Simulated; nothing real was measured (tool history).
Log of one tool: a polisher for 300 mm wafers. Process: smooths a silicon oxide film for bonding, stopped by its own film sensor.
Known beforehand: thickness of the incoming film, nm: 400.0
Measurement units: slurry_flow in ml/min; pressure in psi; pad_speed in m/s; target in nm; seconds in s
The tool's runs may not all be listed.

Run 1, hour 0: slurry_flow 205 ml/min, pressure 2.6 psi, pad_speed 0.8 m/s, slurry_solids 1, target 370 nm. Result: seconds 46.762 s.
Run 2, hour 3.7: slurry_flow 205 ml/min, pressure 2.6 psi, pad_speed 0.8 m/s, slurry_solids 1, target 370 nm. Result: seconds 46.702 s.
Run 3, hour 8.8: slurry_flow 205 ml/min, pressure 2.6 psi, pad_speed 0.8 m/s, slurry_solids 1, target 370 nm. Result: seconds 46.954 s.
Run 4, hour 10.1: slurry_flow 240 ml/min, pressure 2.6 psi, pad_speed 0.8 m/s, slurry_solids 1, target 370 nm. Result: seconds 46.166 s.
Run 5, hour 15.4: slurry_flow 240 ml/min, pressure 2.6 psi, pad_speed 0.8 m/s, slurry_solids 1, target 370 nm. Result: seconds 46.248 s.
Run 6, hour 24.4: slurry_flow 240 ml/min, pressure 3 psi, pad_speed 0.8 m/s, slurry_solids 1, target 370 nm. Result: seconds 39.953 s.

Run 7, settings as shown, results not yet in. Your forecast:
Run 7, hour 31.7: slurry_flow 240 ml/min, pressure 2.7 psi, pad_speed 0.8 m/s, slurry_solids 1, target 370 nm. Result: seconds ?.

{"run 7": {"seconds": 44.517}}

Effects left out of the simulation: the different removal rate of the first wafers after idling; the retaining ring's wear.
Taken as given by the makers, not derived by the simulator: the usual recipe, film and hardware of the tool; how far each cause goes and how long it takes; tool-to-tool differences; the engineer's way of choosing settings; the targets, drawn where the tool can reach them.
